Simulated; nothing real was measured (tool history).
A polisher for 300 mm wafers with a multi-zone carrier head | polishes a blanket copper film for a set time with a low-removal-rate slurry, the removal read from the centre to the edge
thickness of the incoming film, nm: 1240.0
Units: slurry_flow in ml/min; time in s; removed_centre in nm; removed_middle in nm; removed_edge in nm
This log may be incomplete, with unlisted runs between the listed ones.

run	day	slurry_flow	centre_zone	middle_zone	edge_zone	slurry_solids	time	removed_centre	removed_middle	removed_edge
1	0.000	315	1.00	1.00	1.00	1.00	40	96.348	93.380	94.965
2	0.333	315	1.02	0.98	0.98	0.90	37	86.951	84.296	85.304
3	0.633	240	1.02	0.98	0.98	0.90	37	86.556	82.523	83.073
4	0.900	235	1.05	0.95	0.96	0.85	35	84.925	74.081	78.254
5	1.188	235	1.05	0.99	0.96	0.85	35	81.830	76.850	78.383
6	1.233	235	1.05	0.95	0.96	0.85	35	82.614	75.615	77.934
7	1.404	225	1.07	0.93	0.93	0.80	33	78.777	68.720	71.996
8	1.654	220	1.09	0.92	0.91	0.75	31	74.518	62.883	67.291

Predict the results of run 9:
9	1.967	215	1.11	0.92	0.89	0.75	30	?	?	?

{"run 9": {"removed_centre": 72.619, "removed_middle": 60.716, "removed_edge": 63.55}}

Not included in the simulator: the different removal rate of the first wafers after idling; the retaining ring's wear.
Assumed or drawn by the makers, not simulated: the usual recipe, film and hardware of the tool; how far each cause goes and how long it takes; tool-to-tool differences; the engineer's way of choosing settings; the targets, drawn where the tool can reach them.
